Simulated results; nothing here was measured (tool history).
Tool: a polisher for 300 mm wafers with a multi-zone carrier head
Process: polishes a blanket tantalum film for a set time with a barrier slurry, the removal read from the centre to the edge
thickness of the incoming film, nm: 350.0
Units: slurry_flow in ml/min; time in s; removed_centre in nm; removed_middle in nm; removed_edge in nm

run  hour  slurry_flow  centre_zone  middle_zone  edge_zone  slurry_solids  time  removed_centre  removed_middle  removed_edge
  1   0.0          175         1.00         1.00       1.00           1.00    37          55.198          54.508        55.009
  2   1.9          175         1.00         1.00       1.00           1.10    37          53.833          55.380        55.347
  3   4.6          185         0.97         1.02       1.04           1.20    37          56.911          57.396        57.508
  4  10.2          185         0.93         1.02       1.04           1.20    37          52.712          57.768        58.257
  5  16.6          185         0.90         1.04       1.06           1.25    37          52.161          59.572        60.370
  6  17.5          185         0.88         1.06       1.07           1.25    37          49.893          60.541        59.434
  7  24.2          190         0.87         1.07       1.09           1.30    37          51.782          61.897        61.274

The next listed run, before its measurement:
  8  31.9          190         0.85         1.08       1.10           1.35    37               ?               ?             ?

removed_centre: 50.284 nm
removed_middle: 61.722 nm
removed_edge: 61.539 nm
